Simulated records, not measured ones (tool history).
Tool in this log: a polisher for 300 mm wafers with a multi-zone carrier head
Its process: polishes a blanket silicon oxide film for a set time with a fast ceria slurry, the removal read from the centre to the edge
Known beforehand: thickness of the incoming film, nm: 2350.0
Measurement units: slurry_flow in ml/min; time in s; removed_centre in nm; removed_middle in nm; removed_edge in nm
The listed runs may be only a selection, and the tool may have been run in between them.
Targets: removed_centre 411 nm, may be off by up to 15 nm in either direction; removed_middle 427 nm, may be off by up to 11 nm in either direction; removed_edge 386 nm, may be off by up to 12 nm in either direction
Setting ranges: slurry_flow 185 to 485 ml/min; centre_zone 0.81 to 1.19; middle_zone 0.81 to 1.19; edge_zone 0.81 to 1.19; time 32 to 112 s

run 1 hour=0 | slurry_flow=310 centre_zone=1 middle_zone=1 edge_zone=1 time=72 | removed_centre=545.63 removed_middle=568.61 removed_edge=573.63
run 2 hour=8.1 | slurry_flow=315 centre_zone=1.01 middle_zone=1.01 edge_zone=0.96 time=67 | removed_centre=517.31 removed_middle=530.15 removed_edge=515.09
run 3 hour=9.6 | slurry_flow=315 centre_zone=1.01 middle_zone=1.01 edge_zone=0.96 time=58 | removed_centre=449.37 removed_middle=456.28 removed_edge=452.67
run 4 hour=12.9 | slurry_flow=390 centre_zone=1.01 middle_zone=1.01 edge_zone=0.96 time=58 | removed_centre=452.28 removed_middle=464.02 removed_edge=460.2
run 5 hour=15.7 | slurry_flow=390 centre_zone=1.09 middle_zone=1.01 edge_zone=0.96 time=58 | removed_centre=473.33 removed_middle=458.15 removed_edge=453.04
run 6 hour=17.5 | slurry_flow=390 centre_zone=1.09 middle_zone=1.08 edge_zone=0.96 time=58 | removed_centre=471.16 removed_middle=490.13 removed_edge=451.76
run 7 hour=21.9 | slurry_flow=390 centre_zone=1.08 middle_zone=1.07 edge_zone=0.94 time=56 | removed_centre=456.61 removed_middle=471.56 removed_edge=441.5
run 8 hour=22.8 | slurry_flow=385 centre_zone=1.08 middle_zone=1.07 edge_zone=0.92 time=54 | removed_centre=451.08 removed_middle=450.41 removed_edge=418.27
run 9 hour=29.6 | slurry_flow=385 centre_zone=1.06 middle_zone=1.07 edge_zone=0.91 time=53 | removed_centre=425.76 removed_middle=441.52 removed_edge=408.47
run 10 hour=37 | slurry_flow=385 centre_zone=1.06 middle_zone=1.07 edge_zone=0.91 time=53 | removed_centre=430.75 removed_middle=445.65 removed_edge=404.11
run 11 hour=45.3 | slurry_flow=385 centre_zone=1.05 middle_zone=1.06 edge_zone=0.9 time=53 | removed_centre=424.97 removed_middle=436.1 removed_edge=404.96
run 12 hour=53.1 | slurry_flow=385 centre_zone=1.04 middle_zone=1.06 edge_zone=0.89 time=53 | removed_centre=419.75 removed_middle=438.07 removed_edge=408.57
run 13 hour=55.7 | slurry_flow=380 centre_zone=1.04 middle_zone=1.06 edge_zone=0.87 time=53 | removed_centre=425.78 removed_middle=442.34 removed_edge=397.04
run 14 hour=57.4 | slurry_flow=380 centre_zone=1.03 middle_zone=1.05 edge_zone=0.87 time=53 | removed_centre=418.21 removed_middle=440.66 removed_edge=397.21

Exercise: of the 4 proposed moves below, exactly one satisfies all targets within the stated allowed misses. Which move is it?
run A hour=59.1 | slurry_flow=410 centre_zone=1.01 middle_zone=1.03 edge_zone=0.82 time=52 | removed_centre=? removed_middle=? removed_edge=?
run B hour=59.1 | slurry_flow=360 centre_zone=1.06 middle_zone=1.08 edge_zone=0.89 time=54 | removed_centre=? removed_middle=? removed_edge=?
run C hour=59.1 | slurry_flow=335 centre_zone=1.01 middle_zone=1.09 edge_zone=0.85 time=54 | removed_centre=? removed_middle=? removed_edge=?
run D hour=59.1 | slurry_flow=325 centre_zone=0.96 middle_zone=1.05 edge_zone=0.81 time=57 | removed_centre=? removed_middle=? removed_edge=?

move=A removed_centre=400 removed_middle=419.2 removed_edge=384.46
move=B removed_centre=426.8 removed_middle=448.68 removed_edge=411.09
move=C removed_centre=408.36 removed_middle=449.65 removed_edge=400.57
move=D removed_centre=413.21 removed_middle=458.63 removed_edge=413.1
A: every result within its allowed miss
B: lands further from the targets than the last run did
C: lands further from the targets than the last run did
D: lands further from the targets than the last run did
Move A is the one to make.
